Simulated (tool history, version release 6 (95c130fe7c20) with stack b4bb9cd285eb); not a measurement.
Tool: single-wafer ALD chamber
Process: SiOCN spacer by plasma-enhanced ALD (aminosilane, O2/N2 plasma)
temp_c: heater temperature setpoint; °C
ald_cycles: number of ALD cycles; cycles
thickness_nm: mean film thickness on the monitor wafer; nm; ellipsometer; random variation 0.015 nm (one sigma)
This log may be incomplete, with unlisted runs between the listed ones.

run  hour  temp_c  ald_cycles  thickness_nm
  1     0     420          56        3.0479
  2   6.4     416          57          3.15
  3   8.6     412          58        3.2583
  4  15.9     423          58        3.0991
  5  23.9     418          58        3.1623
  6  25.6     414          58        3.2189
     32.5  -- thermocouple changed; heater temperature recalibrated
  7  32.5     411          58        3.3241
  8    36     410          58        3.3378
  9  37.1     409          58        3.3474
 10  38.3     408          58        3.3569
 11  40.4     407          58        3.3691

What does the tool deliver on the next run?
 12  47.5     406          58             ?

thickness_nm: 3.3766 nm
